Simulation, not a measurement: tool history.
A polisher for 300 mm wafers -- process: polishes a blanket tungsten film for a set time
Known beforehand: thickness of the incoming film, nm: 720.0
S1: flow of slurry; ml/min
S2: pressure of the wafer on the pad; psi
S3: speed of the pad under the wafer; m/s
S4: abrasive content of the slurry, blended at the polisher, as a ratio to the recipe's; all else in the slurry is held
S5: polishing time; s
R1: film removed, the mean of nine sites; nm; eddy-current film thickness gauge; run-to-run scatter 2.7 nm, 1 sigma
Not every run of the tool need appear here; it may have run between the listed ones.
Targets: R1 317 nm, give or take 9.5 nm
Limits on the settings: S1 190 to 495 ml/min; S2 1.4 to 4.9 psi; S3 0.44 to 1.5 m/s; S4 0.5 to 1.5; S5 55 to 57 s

run	hour	S1	S2	S3	S4	S5	R1
1	0	320	3.1	0.96	1	55	248.34
2	8.6	320	3.1	0.96	1	55	244.42
3	10.4	320	3.1	0.96	1	55	244.91
4	17.2	320	3.3	0.96	1	55	258.99
5	21.4	320	2.6	0.96	1	55	209.1
6	26.4	355	2.6	0.96	1	55	208.72
7	33.8	355	3	0.96	1	55	241.49
8	41.4	365	3.2	0.96	1	55	253.67
9	49.7	365	3.4	0.96	1	55	272.79
10	56.5	365	3.5	0.96	1	55	280.03

5 next moves are on the table. One of them brings every result within its allowed miss. Which?
A	63.3	350	3.4	0.96	0.85	56	?
B	63.3	495	3.8	0.84	1.3	57	?
C	63.3	390	4.1	0.82	1	57	?
D	63.3	355	3.4	1.08	1.1	57	?
E	63.3	340	3.1	0.9	0.85	55	?

move	R1
A	266.28
B	296.2
C	292.39
D	317.22
E	224.84
A: further off than the last run
B: closer than the last run, but not yet in spec
C: closer than the last run, but not yet in spec
D: all results in spec
E: further off than the last run
So the answer is move D, the one that meets all the targets.

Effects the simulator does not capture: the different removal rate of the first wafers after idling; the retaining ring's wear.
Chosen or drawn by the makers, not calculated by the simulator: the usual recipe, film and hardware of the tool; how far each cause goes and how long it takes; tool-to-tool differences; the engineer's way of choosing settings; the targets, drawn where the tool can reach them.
